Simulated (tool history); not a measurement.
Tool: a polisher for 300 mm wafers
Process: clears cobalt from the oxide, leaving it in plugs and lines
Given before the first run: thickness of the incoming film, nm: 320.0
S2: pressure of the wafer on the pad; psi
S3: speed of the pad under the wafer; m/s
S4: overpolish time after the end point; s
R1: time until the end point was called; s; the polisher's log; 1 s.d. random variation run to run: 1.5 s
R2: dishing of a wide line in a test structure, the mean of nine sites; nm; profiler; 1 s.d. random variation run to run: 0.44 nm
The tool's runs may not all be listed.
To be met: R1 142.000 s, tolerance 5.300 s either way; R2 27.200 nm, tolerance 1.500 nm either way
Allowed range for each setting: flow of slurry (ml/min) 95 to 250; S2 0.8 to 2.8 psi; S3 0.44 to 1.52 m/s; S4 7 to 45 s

Run 1, day 0.000: flow of slurry (ml/min) 160, S2 1.8 psi, S3 0.98 m/s, S4 23 s. Result: R1 85.278 s, R2 47.837 nm.
Run 2, day 0.221: flow of slurry (ml/min) 160, S2 1.7 psi, S3 0.98 m/s, S4 21 s. Result: R1 89.278 s, R2 46.254 nm.
Run 3, day 0.350: flow of slurry (ml/min) 160, S2 1.7 psi, S3 0.96 m/s, S4 19 s. Result: R1 90.182 s, R2 43.261 nm.
Run 4, day 0.596: flow of slurry (ml/min) 145, S2 1.7 psi, S3 0.96 m/s, S4 19 s. Result: R1 92.955 s, R2 42.166 nm.
Run 5, day 0.667: flow of slurry (ml/min) 145, S2 1.6 psi, S3 0.96 m/s, S4 18 s. Result: R1 97.232 s, R2 39.076 nm.
Run 6, day 0.783: flow of slurry (ml/min) 145, S2 1.6 psi, S3 1.14 m/s, S4 18 s. Result: R1 84.210 s, R2 42.989 nm.
Run 7, day 0.971: flow of slurry (ml/min) 140, S2 1.1 psi, S3 1.00 m/s, S4 8 s. Result: R1 135.270 s, R2 17.010 nm.
Run 8, day 1.092: flow of slurry (ml/min) 140, S2 1.1 psi, S3 0.98 m/s, S4 9 s. Result: R1 139.740 s, R2 17.950 nm.
Run 9, day 1.400: flow of slurry (ml/min) 140, S2 1.1 psi, S3 0.98 m/s, S4 10 s. Result: R1 139.670 s, R2 20.055 nm.
Run 10, day 1.629: flow of slurry (ml/min) 140, S2 1.1 psi, S3 0.98 m/s, S4 11 s. Result: R1 138.950 s, R2 21.304 nm.

5 candidate next runs follow, results not yet known. Just one meets every target within its allowed miss. Identify it.
Run A, day 1.858: flow of slurry (ml/min) 125, S2 1.2 psi, S3 1.00 m/s, S4 15 s. Result: R1 ?, R2 ?.
Run B, day 1.858: flow of slurry (ml/min) 160, S2 1.1 psi, S3 0.92 m/s, S4 7 s. Result: R1 ?, R2 ?.
Run C, day 1.858: flow of slurry (ml/min) 145, S2 1.1 psi, S3 0.96 m/s, S4 15 s. Result: R1 ?, R2 ?.
Run D, day 1.858: flow of slurry (ml/min) 145, S2 1.1 psi, S3 0.82 m/s, S4 20 s. Result: R1 ?, R2 ?.
Run E, day 1.858: flow of slurry (ml/min) 130, S2 1.5 psi, S3 0.74 m/s, S4 7 s. Result: R1 ?, R2 ?.

move       R1      R2
   A  128.400  28.453
   B  144.420  13.750
   C  141.350  26.474
   D  160.030  29.967
   E  130.460  15.036
A: brings the result that was furthest off to its target, and leaves another outside
B: misses by more than the last run did
C: every result lands within tolerance
D: takes the result that was furthest off past its target
E: misses by more than the last run did
So the answer is move C, the one that meets all the targets.
